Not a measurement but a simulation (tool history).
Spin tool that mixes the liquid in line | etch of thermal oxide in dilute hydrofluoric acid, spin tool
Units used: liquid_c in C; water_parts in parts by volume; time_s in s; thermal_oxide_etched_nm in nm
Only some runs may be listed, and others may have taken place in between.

run,hour,liquid_c,water_parts,time_s,thermal_oxide_etched_nm
1,0,25,270,80,1.2796
2,8,27.5,215,80,1.8461
3,13.5,29,180,80,2.4179
4,20.9,29,180,60,1.8423
5,29.9,31,180,60,1.9449
6,35.8,31,140,60,2.6371
7,38.9,31.5,125,60,3.0871

Estimate the outcome of run 8 from the log above:
8,41,32,120,60,?

thermal_oxide_etched_nm: 3.2963 nm
